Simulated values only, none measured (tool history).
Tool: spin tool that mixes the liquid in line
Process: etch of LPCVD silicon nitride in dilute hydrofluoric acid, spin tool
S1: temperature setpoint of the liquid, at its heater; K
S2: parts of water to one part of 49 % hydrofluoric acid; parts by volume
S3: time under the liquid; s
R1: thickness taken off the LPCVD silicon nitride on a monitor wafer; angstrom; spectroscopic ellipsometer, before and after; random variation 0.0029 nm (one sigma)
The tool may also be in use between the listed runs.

run  hour      S1  S2  S3       R1
  1   0.0  295.15  85  35  1.83890
  2   2.0  298.15  85  35  2.23600
  3  10.3  297.65  90  35  2.10580
  4  14.2  295.65  90  35  1.77080
  5  15.6  295.65  65  35  2.43910
  6  19.3  297.15  65  35  2.66320
  7  26.8  296.65  70  35  2.47730
  8  34.2  296.15  75  35  2.24260

Forecast run 9:
  9  42.9  292.15  105  20   ?

{"run 9": {"R1": 0.69114}}
